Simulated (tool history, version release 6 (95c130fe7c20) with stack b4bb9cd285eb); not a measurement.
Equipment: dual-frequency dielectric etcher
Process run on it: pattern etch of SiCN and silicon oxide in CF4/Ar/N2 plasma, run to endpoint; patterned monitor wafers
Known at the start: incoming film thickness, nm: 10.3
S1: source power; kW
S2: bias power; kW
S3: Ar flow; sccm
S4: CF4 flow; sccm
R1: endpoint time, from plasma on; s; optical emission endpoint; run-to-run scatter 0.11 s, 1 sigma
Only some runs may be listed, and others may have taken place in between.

| run | day | S1 | S2 | S3 | S4 | R1 |
|---|---|---|---|---|---|---|
| 1 | 0.000 | 0.590 | 0.053 | 119 | 47 | 10.693 |
| 2 | 0.025 | 0.590 | 0.062 | 119 | 47 | 9.945 |
| 3 | 0.400 | 0.530 | 0.061 | 119 | 47 | 10.866 |
| 4 | 0.700 | 0.530 | 0.061 | 119 | 39 | 11.087 |
| 5 | 0.838 | 0.490 | 0.060 | 119 | 39 | 11.618 |
| 6 | 0.925 | 0.450 | 0.059 | 119 | 39 | 12.537 |
|  | 1.171 | bias power generator calibrated |
| 7 | 1.171 | 0.430 | 0.059 | 119 | 39 | 13.030 |

Forecast run 8:
| 8 | 1.408 | 0.420 | 0.059 | 119 | 39 | ? |

{"run 8": {"R1": 13.056}}
